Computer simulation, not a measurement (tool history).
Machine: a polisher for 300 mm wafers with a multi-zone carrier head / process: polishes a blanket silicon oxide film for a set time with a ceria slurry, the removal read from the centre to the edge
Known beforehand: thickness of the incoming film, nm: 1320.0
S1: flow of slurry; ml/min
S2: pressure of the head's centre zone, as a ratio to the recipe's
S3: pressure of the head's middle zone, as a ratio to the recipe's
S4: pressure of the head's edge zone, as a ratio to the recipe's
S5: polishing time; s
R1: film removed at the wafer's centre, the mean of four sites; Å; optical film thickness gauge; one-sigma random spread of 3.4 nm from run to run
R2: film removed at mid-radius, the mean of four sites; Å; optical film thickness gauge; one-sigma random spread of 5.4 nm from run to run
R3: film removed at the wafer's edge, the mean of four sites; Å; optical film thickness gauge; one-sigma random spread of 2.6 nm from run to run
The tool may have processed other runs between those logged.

run 1 day=0.000 | S1=285 S2=1.00 S3=1.00 S4=1.00 S5=53 | R1=2645.6 R2=2588.4 R3=2707.7
run 2 day=0.092 | S1=290 S2=1.02 S3=1.03 S4=1.02 S5=55 | R1=2815.4 R2=2779.6 R3=2786.6
run 3 day=0.375 | S1=290 S2=1.02 S3=1.03 S4=1.11 S5=55 | R1=2801.3 R2=2850.2 R3=2945.8
run 4 day=0.558 | S1=320 S2=1.02 S3=1.03 S4=1.11 S5=55 | R1=2842.4 R2=2827.6 R3=2958.3
run 5 day=0.808 | S1=320 S2=1.04 S3=1.04 S4=1.12 S5=57 | R1=3091.4 R2=2939.2 R3=3056.0
run 6 day=0.962 | S1=315 S2=1.04 S3=1.05 S4=1.12 S5=59 | R1=3141.8 R2=3085.8 R3=3210.4
run 7 day=1.325 | S1=315 S2=1.06 S3=1.07 S4=1.12 S5=60 | R1=3265.4 R2=3181.5 R3=3213.8

Run 8, settings as shown, results not yet in. Your forecast:
run 8 day=1.625 | S1=315 S2=1.07 S3=1.08 S4=1.13 S5=62 | R1=? R2=? R3=?

{"run 8": {"R1": 3405.7, "R2": 3348.8, "R3": 3315.9}}

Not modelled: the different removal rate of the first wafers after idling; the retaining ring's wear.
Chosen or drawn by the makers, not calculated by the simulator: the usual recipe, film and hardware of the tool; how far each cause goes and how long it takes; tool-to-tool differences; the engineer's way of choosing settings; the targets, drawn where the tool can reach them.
